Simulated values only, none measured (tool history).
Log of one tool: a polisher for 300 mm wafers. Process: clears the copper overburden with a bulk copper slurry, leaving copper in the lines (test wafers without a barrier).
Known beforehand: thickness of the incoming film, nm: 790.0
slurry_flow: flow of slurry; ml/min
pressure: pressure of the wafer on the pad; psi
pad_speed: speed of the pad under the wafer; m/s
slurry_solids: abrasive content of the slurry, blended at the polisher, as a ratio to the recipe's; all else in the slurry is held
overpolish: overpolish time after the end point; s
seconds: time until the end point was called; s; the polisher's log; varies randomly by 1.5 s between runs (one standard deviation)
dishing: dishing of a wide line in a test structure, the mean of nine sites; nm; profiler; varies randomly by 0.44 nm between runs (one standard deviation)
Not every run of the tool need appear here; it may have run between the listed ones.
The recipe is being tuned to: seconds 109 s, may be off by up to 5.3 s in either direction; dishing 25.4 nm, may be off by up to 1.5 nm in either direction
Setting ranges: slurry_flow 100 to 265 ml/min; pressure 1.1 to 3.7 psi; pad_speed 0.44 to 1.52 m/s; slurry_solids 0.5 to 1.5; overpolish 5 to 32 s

run	hour	slurry_flow	pressure	pad_speed	slurry_solids	overpolish	seconds	dishing
1	0	170	2.4	0.98	1	16	97.18	42.402
2	1.8	170	1.9	0.98	1	16	117.67	40.213
3	9.5	170	1.8	1.02	1	13	119.34	36.36
4	17	170	1.8	1.02	1	7	117.95	26.189
5	23.5	170	2.3	1.02	1	7	96.349	29.133
6	32	150	2.3	1.02	1	7	98.636	29.435
7	35	155	2.2	1.02	1	6	99.961	25.978
8	37.1	140	2	1	1	7	116.95	26.881
9	40.9	165	2.1	1	1	5	108.86	22.121
10	42.8	155	2.1	1	1	5	109.61	22.669
11	45.6	150	2.1	1	1	5	108.83	21.596
12	53.1	155	2.1	1	1	5	109.83	21.341
13	57.8	150	2.1	1.02	1	5	107.09	22.096

Which single option among these 4 for the next run brings every result within its allowed miss of target? Just one does.
A	62.5	130	2.1	0.96	1	8	?	?
B	62.5	100	2.3	1.1	0.8	6	?	?
C	62.5	120	2.3	0.94	1.1	5	?	?
D	62.5	150	2.2	1.02	0.9	5	?	?

move	seconds	dishing
A	118.66	28.979
B	107.97	25.724
C	112.23	22.065
D	106.51	22.878
A: the result that was furthest off in the last run now lies on the other side of its target
B: every result lands within tolerance
C: about as far from the targets as the last run
D: an improvement on the last run, though not all results are within tolerance
The move that meets every target is B.
